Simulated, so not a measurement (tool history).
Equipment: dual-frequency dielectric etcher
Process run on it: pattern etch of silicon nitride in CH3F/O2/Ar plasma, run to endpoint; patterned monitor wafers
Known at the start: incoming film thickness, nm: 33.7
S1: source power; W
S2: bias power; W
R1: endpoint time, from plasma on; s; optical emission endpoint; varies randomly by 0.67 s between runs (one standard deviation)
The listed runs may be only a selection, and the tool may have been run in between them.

{"run": 1, "day": 0.0, "S1": 350, "S2": 84, "R1": 53.589}
{"run": 2, "day": 0.121, "S1": 350, "S2": 97, "R1": 48.993}
{"run": 3, "day": 0.388, "S1": 410, "S2": 97, "R1": 46.468}
{"run": 4, "day": 0.425, "S1": 350, "S2": 82, "R1": 53.128}
{"run": 5, "day": 0.725, "S1": 310, "S2": 72, "R1": 61.217}
{"run": 6, "day": 1.058, "S1": 280, "S2": 67, "R1": 66.672}
{"run": 7, "day": 1.25, "S1": 260, "S2": 64, "R1": 68.733}

Run 8 comes next. What will it give?
{"run": 8, "day": 1.571, "S1": 210, "S2": 50, "R1": "?"}

{"run 8": {"R1": 89.87}}

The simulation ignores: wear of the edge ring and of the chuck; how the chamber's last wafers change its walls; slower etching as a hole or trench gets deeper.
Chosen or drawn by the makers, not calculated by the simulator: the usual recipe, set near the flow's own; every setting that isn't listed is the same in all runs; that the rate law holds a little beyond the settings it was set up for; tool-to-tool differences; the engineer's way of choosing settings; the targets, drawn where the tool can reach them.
